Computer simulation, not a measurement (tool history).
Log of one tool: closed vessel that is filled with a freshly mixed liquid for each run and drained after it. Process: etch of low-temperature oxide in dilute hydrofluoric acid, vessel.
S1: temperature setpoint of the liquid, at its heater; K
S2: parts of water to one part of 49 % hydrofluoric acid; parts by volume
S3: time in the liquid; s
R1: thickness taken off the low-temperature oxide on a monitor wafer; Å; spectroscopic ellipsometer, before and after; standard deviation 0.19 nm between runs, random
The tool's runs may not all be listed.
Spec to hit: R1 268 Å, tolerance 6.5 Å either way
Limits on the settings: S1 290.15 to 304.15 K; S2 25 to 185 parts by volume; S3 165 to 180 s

{"run": 1, "day": 0.0, "S1": 296.15, "S2": 105, "S3": 165, "R1": 172.77}
{"run": 2, "day": 0.246, "S1": 298.15, "S2": 100, "S3": 165, "R1": 199.48}
{"run": 3, "day": 0.425, "S1": 294.65, "S2": 100, "S3": 165, "R1": 172.62}
{"run": 4, "day": 0.592, "S1": 294.65, "S2": 100, "S3": 165, "R1": 173.16}
{"run": 5, "day": 0.788, "S1": 294.65, "S2": 135, "S3": 165, "R1": 122.17}
{"day": 0.9, "done": "thermometer replaced"}
{"run": 6, "day": 0.9, "S1": 294.65, "S2": 135, "S3": 165, "R1": 116.17}
{"run": 7, "day": 1.254, "S1": 297.15, "S2": 125, "S3": 165, "R1": 141.55}
{"run": 8, "day": 1.608, "S1": 299.15, "S2": 115, "S3": 165, "R1": 167}

5 next moves are on the table. One of them brings every result within its allowed miss. Which?
{"run": "A", "day": 1.962, "S1": 298.15, "S2": 60, "S3": 180, "R1": "?"}
{"run": "B", "day": 1.962, "S1": 295.15, "S2": 85, "S3": 180, "R1": "?"}
{"run": "C", "day": 1.962, "S1": 300.65, "S2": 65, "S3": 180, "R1": "?"}
{"run": "D", "day": 1.962, "S1": 298.65, "S2": 90, "S3": 180, "R1": "?"}
{"run": "E", "day": 1.962, "S1": 298.65, "S2": 80, "S3": 180, "R1": "?"}

move=A R1=353.73
move=B R1=214.15
move=C R1=358.39
move=D R1=231.26
move=E R1=263.58
A: carries the result that was furthest off beyond its target, to the other side
B: closer than the last run, but not yet in spec
C: carries the result that was furthest off beyond its target, to the other side
D: closer than the last run, but not yet in spec
E: each result inside its tolerance
E meets every target.

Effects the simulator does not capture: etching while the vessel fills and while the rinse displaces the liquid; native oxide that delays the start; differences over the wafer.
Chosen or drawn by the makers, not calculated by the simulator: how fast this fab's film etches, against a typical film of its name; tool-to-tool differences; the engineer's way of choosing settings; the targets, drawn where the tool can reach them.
